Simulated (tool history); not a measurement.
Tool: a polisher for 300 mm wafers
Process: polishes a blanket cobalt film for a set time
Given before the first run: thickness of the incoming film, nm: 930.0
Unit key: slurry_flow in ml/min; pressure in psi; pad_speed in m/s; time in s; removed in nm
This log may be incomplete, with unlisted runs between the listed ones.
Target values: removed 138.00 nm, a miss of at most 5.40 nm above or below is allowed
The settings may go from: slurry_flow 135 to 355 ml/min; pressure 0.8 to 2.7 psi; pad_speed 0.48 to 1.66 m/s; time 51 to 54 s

run  hour  slurry_flow  pressure  pad_speed  time  removed
  1   0.0          225       1.7       1.06    51   230.39
  2   6.0          250       1.7       1.06    51   228.95
  3   6.9          250       1.5       1.06    51   203.93
  4  14.0          250       1.4       1.06    51   191.75
  5  22.2          250       1.4       1.06    51   188.33
  6  24.1          250       1.3       1.06    51   177.90
  7  30.2          250       1.2       1.06    51   168.53
  8  34.2          250       1.1       1.06    51   150.21
  9  35.5          245       1.1       1.06    51   152.81
 10  42.7          245       0.9       1.06    51   124.97
     48.0  -- head pressure recalibrated
 11  48.0          255       0.9       1.06    51   115.05
 12  55.6          240       0.9       1.06    51   114.89
 13  60.7          250       0.9       1.06    51   115.68
 14  65.7          250       1.0       1.06    51   124.18
 15  69.6          255       1.2       1.06    51   154.03
 16  70.9          260       1.2       1.06    51   150.92
 17  74.7          265       1.2       1.06    51   150.19
 18  75.7          270       1.2       1.06    51   152.08
 19  80.3          280       1.2       1.06    51   155.87

5 next moves are on the table. One of them brings every result within its allowed miss. Which?
  A  84.9          280       1.3       0.96    51        ?
  B  84.9          255       1.2       1.02    53        ?
  C  84.9          295       1.3       0.92    54        ?
  D  84.9          240       1.1       1.04    51        ?
  E  84.9          215       1.6       0.84    51        ?

move  removed
   A   150.29
   B   152.09
   C   153.40
   D   136.43
   E   157.40
A: gains on the last run, yet a result remains outside its allowed miss
B: gains on the last run, yet a result remains outside its allowed miss
C: gains on the last run, yet a result remains outside its allowed miss
D: each result inside its tolerance
E: misses by more than the last run did
Move D is the one to make.
